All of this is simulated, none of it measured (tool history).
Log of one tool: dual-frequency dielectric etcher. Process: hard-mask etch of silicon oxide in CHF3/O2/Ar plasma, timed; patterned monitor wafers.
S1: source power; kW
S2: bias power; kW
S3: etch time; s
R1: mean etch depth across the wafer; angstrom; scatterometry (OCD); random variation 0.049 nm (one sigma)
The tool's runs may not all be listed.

Run 1, hour 0: S1 0.57 kW, S2 0.165 kW, S3 10.5 s. Result: R1 206.78 angstrom.
Run 2, hour 2.4: S1 0.5 kW, S2 0.165 kW, S3 10.5 s. Result: R1 194.89 angstrom.
Run 3, hour 5.3: S1 0.5 kW, S2 0.165 kW, S3 10.5 s. Result: R1 195.15 angstrom.
Run 4, hour 6.5: S1 0.53 kW, S2 0.166 kW, S3 10.5 s. Result: R1 201.31 angstrom.
At hour 12.6: bias power generator calibrated.
Run 5, hour 12.6: S1 0.55 kW, S2 0.167 kW, S3 10.5 s. Result: R1 202.42 angstrom.
Run 6, hour 17.4: S1 0.57 kW, S2 0.168 kW, S3 10.5 s. Result: R1 206.45 angstrom.

Forecast run 7:
Run 7, hour 18.4: S1 0.59 kW, S2 0.169 kW, S3 10.5 s. Result: R1 ?.

Run 7 gave R1 209.23 angstrom.
